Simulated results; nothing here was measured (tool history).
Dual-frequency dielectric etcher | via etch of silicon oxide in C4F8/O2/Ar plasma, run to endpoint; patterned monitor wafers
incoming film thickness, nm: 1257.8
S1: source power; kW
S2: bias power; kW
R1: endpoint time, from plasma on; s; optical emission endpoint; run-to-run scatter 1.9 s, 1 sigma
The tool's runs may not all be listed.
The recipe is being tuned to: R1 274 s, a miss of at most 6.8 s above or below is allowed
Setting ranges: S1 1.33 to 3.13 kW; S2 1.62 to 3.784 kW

| run | hour | S1 | S2 | R1 |
|---|---|---|---|---|
| 1 | 0 | 2.23 | 2.702 | 224.15 |
| 2 | 2.9 | 2.63 | 2.702 | 211.03 |
| 3 | 10.1 | 2.48 | 2.591 | 219.47 |
| 4 | 12.5 | 2.79 | 2.591 | 213.79 |
| 5 | 13.3 | 2.79 | 2.802 | 207.72 |
| 6 | 22.2 | 2.39 | 2.802 | 214.59 |
| 7 | 27.9 | 2.29 | 2.657 | 223.19 |
| 8 | 32.1 | 2.19 | 2.542 | 226.37 |
| 9 | 39.8 | 2.07 | 2.416 | 239.69 |
| 10 | 47 | 1.62 | 2.282 | 258.81 |
| 11 | 52.6 | 1.59 | 2.259 | 263.23 |
| 12 | 54.5 | 1.59 | 2.259 | 264.73 |
| 13 | 55.8 | 1.57 | 2.251 | 263.31 |
| 14 | 60.6 | 1.55 | 2.239 | 265.51 |
| 15 | 63.1 | 1.53 | 2.231 | 265.61 |
| 16 | 65.8 | 1.53 | 2.231 | 268.25 |

Which single option among these 4 for the next run brings every result within its allowed miss of target? Just one does.
| A | 68.5 | 1.37 | 2.217 | ? |
| B | 68.5 | 1.85 | 2.228 | ? |
| C | 68.5 | 1.41 | 1.904 | ? |
| D | 68.5 | 1.97 | 2.189 | ? |

| move | R1 |
|---|---|
| A | 277.65 |
| B | 256.92 |
| C | 294.63 |
| D | 254.52 |
A: each result inside its tolerance
B: moves away from the targets compared with the last run
C: moves the result that the last run missed by most past its target, out the other side
D: moves away from the targets compared with the last run
Go with A: it meets all targets.
